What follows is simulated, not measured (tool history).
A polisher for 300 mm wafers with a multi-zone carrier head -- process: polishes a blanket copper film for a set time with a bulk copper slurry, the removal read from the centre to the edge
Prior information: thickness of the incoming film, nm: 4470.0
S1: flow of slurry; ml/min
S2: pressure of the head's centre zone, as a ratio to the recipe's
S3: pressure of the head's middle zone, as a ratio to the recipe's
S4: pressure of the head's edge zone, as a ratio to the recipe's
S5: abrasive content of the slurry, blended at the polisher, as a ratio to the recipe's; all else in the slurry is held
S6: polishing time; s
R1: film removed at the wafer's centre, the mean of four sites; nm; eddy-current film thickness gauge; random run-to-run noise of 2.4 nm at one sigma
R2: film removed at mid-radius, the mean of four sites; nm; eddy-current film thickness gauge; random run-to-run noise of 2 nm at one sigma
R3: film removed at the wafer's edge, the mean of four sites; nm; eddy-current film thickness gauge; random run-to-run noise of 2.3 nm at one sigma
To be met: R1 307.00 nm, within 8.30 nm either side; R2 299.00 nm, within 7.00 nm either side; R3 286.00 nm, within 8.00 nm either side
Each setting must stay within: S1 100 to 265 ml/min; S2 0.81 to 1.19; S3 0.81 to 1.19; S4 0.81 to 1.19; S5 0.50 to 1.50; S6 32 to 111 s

run,hour,S1,S2,S3,S4,S5,S6,R1,R2,R3
1,0.0,170,1.00,1.00,1.00,1.00,71,353.63,327.54,326.57
2,5.2,165,0.99,1.00,0.98,1.00,71,349.72,327.00,322.96
3,9.7,140,0.99,1.00,0.98,1.00,71,340.75,315.63,320.95
4,12.1,160,0.99,1.00,0.98,1.00,71,347.12,321.98,324.26
5,13.1,155,0.98,1.00,0.96,0.95,71,335.14,316.24,316.83
# hour 15.3: centre zone pressure recalibrated
6,15.3,155,0.98,1.00,0.96,1.10,71,330.45,332.44,326.48
7,16.4,110,0.96,0.97,0.86,0.95,70,288.61,286.62,286.11
8,20.6,115,0.96,0.97,0.86,0.95,70,293.34,296.28,288.15

Which of these 5 next moves meets every target?
A,24.8,120,0.99,0.98,0.85,0.90,71,?,?,?
B,24.8,100,0.92,0.89,0.86,1.20,71,?,?,?
C,24.8,130,0.87,0.94,0.89,1.10,69,?,?,?
D,24.8,135,1.01,1.01,0.81,1.05,65,?,?,?
E,24.8,120,1.08,0.98,0.91,0.75,71,?,?,?

move,R1,R2,R3
A,299.63,298.18,281.88
B,289.37,287.57,299.10
C,272.87,298.48,297.25
D,297.30,296.65,266.14
E,311.91,284.20,277.27
A: every result within its allowed miss
B: its largest miss is bigger than the last run's
C: its largest miss is bigger than the last run's
D: its largest miss is bigger than the last run's
E: brings the result that was furthest off to its target, and leaves another outside
The right move is A.
